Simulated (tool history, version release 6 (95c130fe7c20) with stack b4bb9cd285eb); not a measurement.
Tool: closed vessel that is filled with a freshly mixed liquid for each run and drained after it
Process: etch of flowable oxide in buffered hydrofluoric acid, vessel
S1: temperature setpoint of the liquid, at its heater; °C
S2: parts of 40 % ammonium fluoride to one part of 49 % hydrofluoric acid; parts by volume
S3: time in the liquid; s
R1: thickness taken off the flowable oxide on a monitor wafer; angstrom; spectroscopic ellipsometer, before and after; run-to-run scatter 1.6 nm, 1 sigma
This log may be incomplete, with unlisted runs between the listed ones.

run	hour	S1	S2	S3	R1
1	0	22	19.5	90	1160.5
2	9.2	24.5	15.5	90	1671.5
3	13.2	26	14	90	2016.4
4	16.2	26	16.5	90	1700.1
5	19	26	16.5	90	1710.4
6	25.6	28.5	16.5	90	1926.7
7	27.8	29	14.5	90	2273.6
8	35.2	29.5	13	90	2573.2
9	44.5	29.5	12	90	2794.5

What will run 10 give?
10	53.3	29.5	11.5	90	?

R1: 2933.7 angstrom
